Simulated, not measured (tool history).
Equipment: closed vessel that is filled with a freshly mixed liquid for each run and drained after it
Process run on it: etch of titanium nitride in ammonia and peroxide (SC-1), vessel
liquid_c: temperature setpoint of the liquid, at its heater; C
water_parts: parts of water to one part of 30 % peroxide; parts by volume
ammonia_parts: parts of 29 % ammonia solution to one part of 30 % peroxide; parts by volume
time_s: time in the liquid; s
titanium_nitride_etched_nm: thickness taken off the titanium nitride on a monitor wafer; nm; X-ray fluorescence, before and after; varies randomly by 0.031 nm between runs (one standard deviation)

run  hour  liquid_c  water_parts  ammonia_parts  time_s  titanium_nitride_etched_nm
  1     0        62         17.5            0.7     145                      14.555
  2   8.3        61         17.5            0.7     145                      13.615
  3  17.5        61           14            0.7     145                      15.341
  4  23.3        60           14            0.7     145                      14.503
  5  31.6        59           14            0.7     145                      13.482
  6  38.8        58           14            0.7     145                      12.591
  7  45.2      57.5           14            0.7     145                      12.218

Run 8 comes next. What will it give?
  8  48.9        57           14            0.7     145                           ?

{"run 8": {"titanium_nitride_etched_nm": 11.843}}

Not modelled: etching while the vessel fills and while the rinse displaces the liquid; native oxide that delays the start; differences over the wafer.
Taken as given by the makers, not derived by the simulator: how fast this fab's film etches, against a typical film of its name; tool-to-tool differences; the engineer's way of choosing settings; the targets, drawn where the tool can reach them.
